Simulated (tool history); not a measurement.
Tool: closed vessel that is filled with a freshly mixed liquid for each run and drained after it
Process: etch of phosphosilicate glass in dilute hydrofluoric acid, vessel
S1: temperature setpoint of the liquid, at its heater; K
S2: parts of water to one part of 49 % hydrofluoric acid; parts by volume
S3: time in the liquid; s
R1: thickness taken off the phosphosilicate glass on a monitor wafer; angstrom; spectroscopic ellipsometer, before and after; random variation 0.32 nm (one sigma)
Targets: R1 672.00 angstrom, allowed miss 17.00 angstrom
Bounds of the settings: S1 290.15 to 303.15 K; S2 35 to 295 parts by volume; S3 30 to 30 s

| run | hour | S1 | S2 | S3 | R1 |
|---|---|---|---|---|---|
| 1 | 0.0 | 295.15 | 165 | 30 | 241.11 |
| 2 | 8.3 | 291.65 | 165 | 30 | 209.10 |
| 3 | 15.8 | 294.65 | 165 | 30 | 235.78 |
| 4 | 17.4 | 296.15 | 150 | 30 | 280.35 |
| 5 | 26.4 | 297.65 | 150 | 30 | 294.21 |
| 6 | 29.6 | 295.15 | 150 | 30 | 268.04 |
| 7 | 36.1 | 296.65 | 135 | 30 | 321.32 |
| 8 | 37.6 | 300.65 | 70 | 30 | 787.04 |
| 9 | 44.8 | 300.65 | 70 | 30 | 788.85 |
| 10 | 45.9 | 300.15 | 70 | 30 | 771.86 |
| 11 | 48.7 | 299.65 | 70 | 30 | 766.90 |
| 12 | 51.2 | 299.15 | 70 | 30 | 742.33 |
| 13 | 53.7 | 299.15 | 70 | 30 | 745.05 |
| 14 | 56.6 | 299.15 | 70 | 30 | 744.03 |

Which of these 4 next moves meets every target?
| A | 59.5 | 298.65 | 70 | 30 | ? |
| B | 59.5 | 298.65 | 75 | 30 | ? |
| C | 59.5 | 299.15 | 80 | 30 | ? |
| D | 59.5 | 296.65 | 75 | 30 | ? |

| move | R1 |
|---|---|
| A | 732.30 |
| B | 678.95 |
| C | 644.98 |
| D | 626.51 |
A: nearer than the last run, and not there yet
B: meets every target
C: takes the result that was furthest off past its target
D: takes the result that was furthest off past its target
Answer: B
